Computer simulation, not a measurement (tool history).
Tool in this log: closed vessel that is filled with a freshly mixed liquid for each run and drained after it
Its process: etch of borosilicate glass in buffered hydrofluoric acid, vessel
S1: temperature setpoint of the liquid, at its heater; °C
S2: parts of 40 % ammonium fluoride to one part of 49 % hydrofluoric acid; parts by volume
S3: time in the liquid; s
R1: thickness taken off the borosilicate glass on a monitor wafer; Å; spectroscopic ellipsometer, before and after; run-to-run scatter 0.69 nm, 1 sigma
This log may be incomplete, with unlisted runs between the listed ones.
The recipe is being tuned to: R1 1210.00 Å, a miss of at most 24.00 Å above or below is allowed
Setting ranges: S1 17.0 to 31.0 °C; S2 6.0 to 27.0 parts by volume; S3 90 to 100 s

run,hour,S1,S2,S3,R1
1,0.0,23.0,16.5,90,607.31
2,2.3,25.0,15.5,90,725.45
3,6.9,25.0,15.5,90,718.44
4,14.2,25.0,15.5,90,723.00
5,19.9,23.5,15.5,90,666.48
6,20.5,25.5,14.5,90,797.21
7,23.1,29.5,12.5,90,1147.10
8,29.0,30.0,12.5,90,1168.20

Exercise: of the 4 proposed moves below, exactly one satisfies all targets within the stated allowed misses. Which move is it?
A,34.9,30.5,13.0,90,?
B,34.9,30.5,13.0,95,?
C,34.9,30.5,14.0,95,?
D,34.9,29.0,12.5,90,?

move,R1
A,1148.00
B,1211.80
C,1126.40
D,1103.10
A: lands further from the targets than the last run did
B: meets every target
C: lands further from the targets than the last run did
D: lands further from the targets than the last run did
Correct choice: B, which meets every target
